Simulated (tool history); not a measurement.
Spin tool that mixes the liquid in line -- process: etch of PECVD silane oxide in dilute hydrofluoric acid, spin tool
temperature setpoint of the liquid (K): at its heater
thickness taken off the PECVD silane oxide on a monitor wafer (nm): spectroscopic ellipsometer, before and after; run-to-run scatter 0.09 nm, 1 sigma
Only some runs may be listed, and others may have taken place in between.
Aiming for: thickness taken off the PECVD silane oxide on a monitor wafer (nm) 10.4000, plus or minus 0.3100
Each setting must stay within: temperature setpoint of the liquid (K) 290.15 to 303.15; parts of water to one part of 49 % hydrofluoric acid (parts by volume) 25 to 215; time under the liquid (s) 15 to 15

| run | day | temperature setpoint of the liquid (K) | parts of water to one part of 49 % hydrofluoric acid (parts by volume) | time under the liquid (s) | thickness taken off the PECVD silane oxide on a monitor wafer (nm) |
|---|---|---|---|---|---|
| 1 | 0.000 | 295.15 | 120 | 15 | 4.9533 |
| 2 | 0.242 | 297.15 | 110 | 15 | 5.8420 |
| 3 | 0.538 | 298.65 | 100 | 15 | 6.9168 |
| 4 | 0.642 | 299.65 | 95 | 15 | 7.7857 |
| 5 | 0.675 | 300.65 | 90 | 15 | 8.5022 |
| 6 | 0.725 | 300.65 | 90 | 15 | 8.5405 |
| 7 | 1.000 | 300.65 | 90 | 15 | 8.4186 |
| 8 | 1.042 | 301.15 | 85 | 15 | 9.2027 |

Next run, 4 choices. One meets every target within its allowed miss, the rest don't. Which?
| A | 1.083 | 300.65 | 70 | 15 | ? |
| B | 1.083 | 301.65 | 85 | 15 | ? |
| C | 1.083 | 300.65 | 75 | 15 | ? |
| D | 1.083 | 297.65 | 80 | 15 | ? |

| move | thickness taken off the PECVD silane oxide on a monitor wafer (nm) |
|---|---|
| A | 11.2600 |
| B | 9.4407 |
| C | 10.4360 |
| D | 8.6303 |
A: the result that was furthest off in the last run now lies on the other side of its target
B: nearer the targets than the last run, but a result is still out of spec
C: every result within its allowed miss
D: moves away from the targets compared with the last run
The right move is C.
